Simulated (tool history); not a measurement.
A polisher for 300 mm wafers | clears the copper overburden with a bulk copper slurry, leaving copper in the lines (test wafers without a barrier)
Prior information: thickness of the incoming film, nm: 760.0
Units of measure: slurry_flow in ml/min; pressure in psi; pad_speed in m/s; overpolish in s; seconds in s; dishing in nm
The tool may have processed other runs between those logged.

| run | hour | slurry_flow | pressure | pad_speed | slurry_solids | overpolish | seconds | dishing |
|---|---|---|---|---|---|---|---|---|
| 1 | 0.0 | 285 | 2.4 | 1.12 | 1.0 | 20 | 77.094 | 92.966 |
| 2 | 8.7 | 285 | 2.0 | 1.10 | 1.0 | 21 | 91.852 | 87.870 |
| 3 | 11.8 | 285 | 1.7 | 1.08 | 1.0 | 21 | 103.800 | 79.883 |
| 4 | 17.3 | 285 | 2.0 | 1.08 | 1.0 | 21 | 91.902 | 86.867 |
|  | 22.7 | head pressure recalibrated |
| 5 | 22.7 | 285 | 1.7 | 1.06 | 1.0 | 21 | 108.580 | 72.775 |
| 6 | 29.4 | 280 | 1.5 | 1.06 | 1.0 | 22 | 117.430 | 73.835 |
| 7 | 31.1 | 275 | 1.4 | 1.06 | 1.0 | 22 | 124.040 | 68.261 |
| 8 | 37.8 | 260 | 1.3 | 1.06 | 1.0 | 23 | 131.350 | 68.819 |

Run 9 has not been measured yet. What should we expect?
| 9 | 38.6 | 235 | 1.1 | 1.06 | 1.0 | 23 | ? | ? |

Logged for run 9: seconds 143.200 s, dishing 63.850 nm.

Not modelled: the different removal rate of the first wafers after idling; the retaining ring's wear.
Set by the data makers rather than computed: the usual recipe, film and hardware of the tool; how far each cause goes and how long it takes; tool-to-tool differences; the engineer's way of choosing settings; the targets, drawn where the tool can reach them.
